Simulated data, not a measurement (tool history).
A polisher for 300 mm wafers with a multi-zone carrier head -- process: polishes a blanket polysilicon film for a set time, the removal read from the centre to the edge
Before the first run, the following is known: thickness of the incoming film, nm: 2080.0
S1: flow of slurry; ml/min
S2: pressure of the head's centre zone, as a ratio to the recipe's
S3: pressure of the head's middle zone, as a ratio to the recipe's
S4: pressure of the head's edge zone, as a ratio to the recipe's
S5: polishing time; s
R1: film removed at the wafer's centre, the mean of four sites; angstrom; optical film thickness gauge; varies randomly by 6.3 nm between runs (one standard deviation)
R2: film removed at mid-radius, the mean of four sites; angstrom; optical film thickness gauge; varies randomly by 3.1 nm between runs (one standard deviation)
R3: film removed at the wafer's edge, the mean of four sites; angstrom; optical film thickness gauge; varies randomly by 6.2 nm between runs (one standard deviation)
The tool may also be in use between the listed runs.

Run 1, day 0: S1 320 ml/min, S2 1, S3 1, S4 1, S5 81 s. Result: R1 5410.2 angstrom, R2 5545.9 angstrom, R3 5447.7 angstrom.
Run 2, day 0.279: S1 320 ml/min, S2 1, S3 1, S4 1, S5 64 s. Result: R1 4193.1 angstrom, R2 4480.1 angstrom, R3 4315.9 angstrom.
Run 3, day 0.529: S1 320 ml/min, S2 0.99, S3 0.99, S4 1.04, S5 66 s. Result: R1 4423.4 angstrom, R2 4502.7 angstrom, R3 4628 angstrom.
Run 4, day 0.692: S1 325 ml/min, S2 0.97, S3 1, S4 1.07, S5 67 s. Result: R1 4264.1 angstrom, R2 4616.1 angstrom, R3 4781.3 angstrom.
Run 5, day 0.933: S1 330 ml/min, S2 0.98, S3 1, S4 1.09, S5 68 s. Result: R1 4473.8 angstrom, R2 4746.4 angstrom, R3 4839.3 angstrom.
Run 6, day 1.05: S1 325 ml/min, S2 0.97, S3 0.99, S4 1.11, S5 69 s. Result: R1 4518.1 angstrom, R2 4706.9 angstrom, R3 4900.6 angstrom.

Run 7 is up next; what results do you expect?
Run 7, day 1.325: S1 325 ml/min, S2 0.96, S3 0.98, S4 1.13, S5 70 s. Result: R1 ?, R2 ?, R3 ?.

Run 7 gave R1 4457 angstrom, R2 4739.6 angstrom, R3 5097.8 angstrom.
